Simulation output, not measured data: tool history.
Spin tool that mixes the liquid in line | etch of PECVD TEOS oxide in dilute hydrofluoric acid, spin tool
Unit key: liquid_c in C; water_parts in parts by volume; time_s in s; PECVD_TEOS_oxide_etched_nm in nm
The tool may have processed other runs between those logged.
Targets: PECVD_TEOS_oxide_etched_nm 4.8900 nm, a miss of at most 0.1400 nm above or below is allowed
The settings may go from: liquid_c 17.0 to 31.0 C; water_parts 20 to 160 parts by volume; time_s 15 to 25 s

run  hour  liquid_c  water_parts  time_s  PECVD_TEOS_oxide_etched_nm
  1   0.0      23.0           90      25                      3.0953
  2   2.8      23.0           90      25                      3.0516
  3   5.6      24.0           90      25                      3.1445
  4   6.8      24.0           65      25                      4.5609
  5  10.5      22.5           65      25                      4.2270
  6  13.3      23.0           65      25                      4.3789
  7  16.2      23.5           65      25                      4.4789
  8  23.6      24.5           65      25                      4.6250

Which of these 4 next moves meets every target?
  A  31.0      24.5           70      25                           ?
  B  31.0      25.5           65      25                           ?
  C  31.0      26.5           50      15                           ?
  D  31.0      24.0           65      25                           ?

move  PECVD_TEOS_oxide_etched_nm
   A                      4.2776
   B                      4.8278
   C                      4.0022
   D                      4.5438
A: its largest miss is bigger than the last run's
B: every result lands within tolerance
C: its largest miss is bigger than the last run's
D: its largest miss is bigger than the last run's
Correct choice: B, which meets every target

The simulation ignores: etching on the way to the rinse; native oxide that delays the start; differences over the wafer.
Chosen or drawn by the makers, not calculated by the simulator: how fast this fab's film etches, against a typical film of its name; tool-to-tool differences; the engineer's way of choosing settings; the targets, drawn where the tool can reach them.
